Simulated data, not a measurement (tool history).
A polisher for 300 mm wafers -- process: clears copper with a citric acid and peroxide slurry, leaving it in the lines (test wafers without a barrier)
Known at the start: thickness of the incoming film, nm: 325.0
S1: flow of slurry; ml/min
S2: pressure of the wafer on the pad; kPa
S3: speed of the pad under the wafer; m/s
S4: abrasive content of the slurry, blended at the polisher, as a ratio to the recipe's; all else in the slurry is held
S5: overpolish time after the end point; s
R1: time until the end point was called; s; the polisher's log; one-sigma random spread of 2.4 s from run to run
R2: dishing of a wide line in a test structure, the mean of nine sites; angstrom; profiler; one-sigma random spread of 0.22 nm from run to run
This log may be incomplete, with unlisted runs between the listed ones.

| run | day | S1 | S2 | S3 | S4 | S5 | R1 | R2 |
|---|---|---|---|---|---|---|---|---|
| 1 | 0 | 160 | 22.1 | 1.42 | 1 | 14 | 104.5 | 239.02 |
| 2 | 0.138 | 160 | 20 | 1.42 | 1 | 13 | 105.87 | 217.48 |
| 3 | 0.367 | 160 | 22.8 | 1.42 | 1 | 13 | 102.04 | 235.98 |
| 4 | 0.675 | 160 | 22.8 | 1.42 | 1 | 8 | 99.153 | 161.94 |
| 5 | 0.954 | 160 | 20.7 | 1.38 | 1 | 9 | 110.57 | 168.83 |
| 6 | 0.996 | 160 | 20.7 | 1.38 | 1 | 4 | 106.38 | 84.158 |
| 7 | 1.267 | 155 | 22.1 | 1.24 | 1 | 6 | 113.76 | 113.48 |
| 8 | 1.621 | 150 | 26.9 | 0.84 | 1.05 | 8 | 132.93 | 132.79 |

For run 9, what comes out?
| 9 | 1.95 | 150 | 27.6 | 0.82 | 1.05 | 9 | ? | ? |

Run 9 produced R1 124.94 s, R2 145.32 angstrom.
